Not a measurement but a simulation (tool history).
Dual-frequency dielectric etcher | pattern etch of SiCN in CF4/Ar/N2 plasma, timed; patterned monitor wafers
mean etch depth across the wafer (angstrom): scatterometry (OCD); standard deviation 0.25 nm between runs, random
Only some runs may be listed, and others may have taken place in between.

run	hour	source power (W)	bias power (W)	Ar flow (sccm)	CF4 flow (sccm)	etch time (s)	mean etch depth across the wafer (angstrom)
1	0	580	54	131	57	86.5	779.67
2	7.2	580	60	131	57	86.5	817.02
3	14.1	520	59	132	57	86.5	744.62
4	21.7	480	58	133	57	86.5	692.29
5	25	450	58	133	57	86.5	656.85
6	28.5	430	58	133	57	86.5	635.87

What does the tool deliver on the next run?
7	29.2	410	58	133	57	86.5	?

{"run 7": {"mean etch depth across the wafer (angstrom)": 618.13}}
